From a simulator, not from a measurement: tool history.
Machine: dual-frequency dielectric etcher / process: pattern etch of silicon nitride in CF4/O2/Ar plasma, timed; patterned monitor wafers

run  hour  source power (kW)  bias power (kW)  Ar flow (sccm)  CF4 flow (sccm)  etch time (s)  mean etch depth across the wafer (Å)
  1   0.0              0.480            0.058             119               97          202.0                                4005.1
  2   2.9              0.480            0.058             119               97          202.0                                4003.1
  3   7.4              0.530            0.058             119               97          202.0                                4371.2
  4  12.9              0.530            0.058             119               97          202.0                                4375.5
  5  16.5              0.470            0.058             119               97          202.0                                3915.0
  6  18.2              0.400            0.058             119               97          202.0                                3368.6

Forecast run 7:
  7  24.2              0.390            0.058             119               97          202.0                                     ?

Run 7 came out at mean etch depth across the wafer (Å) 3311.9.
